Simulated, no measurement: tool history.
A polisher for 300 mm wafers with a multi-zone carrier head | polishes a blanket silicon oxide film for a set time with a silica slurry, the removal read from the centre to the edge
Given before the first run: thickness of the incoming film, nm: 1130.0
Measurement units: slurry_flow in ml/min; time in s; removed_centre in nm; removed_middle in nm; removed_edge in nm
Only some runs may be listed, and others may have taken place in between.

Run 1, hour 0.0: slurry_flow 285 ml/min, centre_zone 1.00, middle_zone 1.00, edge_zone 1.00, slurry_solids 1.00, time 88 s. Result: removed_centre 291.42 nm, removed_middle 286.49 nm, removed_edge 291.95 nm.
Run 2, hour 3.6: slurry_flow 285 ml/min, centre_zone 1.00, middle_zone 1.05, edge_zone 1.00, slurry_solids 1.00, time 88 s. Result: removed_centre 295.12 nm, removed_middle 299.51 nm, removed_edge 289.51 nm.
Run 3, hour 5.4: slurry_flow 295 ml/min, centre_zone 1.03, middle_zone 1.08, edge_zone 1.02, slurry_solids 1.10, time 88 s. Result: removed_centre 312.39 nm, removed_middle 320.49 nm, removed_edge 302.04 nm.
Run 4, hour 6.3: slurry_flow 295 ml/min, centre_zone 1.03, middle_zone 1.08, edge_zone 1.02, slurry_solids 1.10, time 97 s. Result: removed_centre 341.17 nm, removed_middle 348.10 nm, removed_edge 335.43 nm.
Run 5, hour 10.9: slurry_flow 295 ml/min, centre_zone 1.03, middle_zone 1.08, edge_zone 0.95, slurry_solids 1.10, time 97 s. Result: removed_centre 346.05 nm, removed_middle 353.99 nm, removed_edge 323.14 nm.
Run 6, hour 18.2: slurry_flow 300 ml/min, centre_zone 1.06, middle_zone 1.09, edge_zone 0.96, slurry_solids 1.15, time 97 s. Result: removed_centre 366.32 nm, removed_middle 362.63 nm, removed_edge 328.01 nm.
Run 7, hour 20.9: slurry_flow 300 ml/min, centre_zone 1.06, middle_zone 1.09, edge_zone 0.96, slurry_solids 1.15, time 97 s. Result: removed_centre 357.46 nm, removed_middle 363.13 nm, removed_edge 330.79 nm.
Run 8, hour 24.0: slurry_flow 310 ml/min, centre_zone 1.09, middle_zone 1.09, edge_zone 0.95, slurry_solids 1.20, time 97 s. Result: removed_centre 372.51 nm, removed_middle 358.11 nm, removed_edge 336.09 nm.
Run 9, hour 29.1: slurry_flow 310 ml/min, centre_zone 1.11, middle_zone 1.11, edge_zone 0.94, slurry_solids 1.25, time 97 s. Result: removed_centre 389.68 nm, removed_middle 371.25 nm, removed_edge 336.75 nm.
Run 10, hour 31.9: slurry_flow 310 ml/min, centre_zone 1.12, middle_zone 1.12, edge_zone 0.94, slurry_solids 1.30, time 97 s. Result: removed_centre 396.37 nm, removed_middle 389.50 nm, removed_edge 337.86 nm.
Run 11, hour 33.6: slurry_flow 315 ml/min, centre_zone 1.13, middle_zone 1.12, edge_zone 0.95, slurry_solids 1.30, time 97 s. Result: removed_centre 401.05 nm, removed_middle 387.31 nm, removed_edge 339.83 nm.

For run 12, what comes out?
Run 12, hour 35.5: slurry_flow 320 ml/min, centre_zone 1.14, middle_zone 1.12, edge_zone 0.96, slurry_solids 1.30, time 97 s. Result: removed_centre ?, removed_middle ?, removed_edge ?.

Run 12 gave removed_centre 397.08 nm, removed_middle 389.63 nm, removed_edge 340.17 nm.
